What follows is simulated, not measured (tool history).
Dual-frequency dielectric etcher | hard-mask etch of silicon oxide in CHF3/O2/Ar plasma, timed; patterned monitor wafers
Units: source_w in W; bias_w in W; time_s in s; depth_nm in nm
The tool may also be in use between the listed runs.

run 1 hour=0.0 | source_w=790 bias_w=159 time_s=16.0 | depth_nm=33.263
run 2 hour=1.2 | source_w=840 bias_w=161 time_s=16.0 | depth_nm=33.903
run 3 hour=7.9 | source_w=880 bias_w=164 time_s=16.0 | depth_nm=34.649
run 4 hour=12.6 | source_w=760 bias_w=164 time_s=16.0 | depth_nm=33.193
run 5 hour=21.2 | source_w=760 bias_w=164 time_s=14.5 | depth_nm=29.747
run 6 hour=25.9 | source_w=760 bias_w=164 time_s=16.0 | depth_nm=32.948
run 7 hour=28.1 | source_w=820 bias_w=167 time_s=16.0 | depth_nm=34.469

The next listed run, before its measurement:
run 8 hour=29.2 | source_w=850 bias_w=168 time_s=16.0 | depth_nm=?

depth_nm: 34.414 nm

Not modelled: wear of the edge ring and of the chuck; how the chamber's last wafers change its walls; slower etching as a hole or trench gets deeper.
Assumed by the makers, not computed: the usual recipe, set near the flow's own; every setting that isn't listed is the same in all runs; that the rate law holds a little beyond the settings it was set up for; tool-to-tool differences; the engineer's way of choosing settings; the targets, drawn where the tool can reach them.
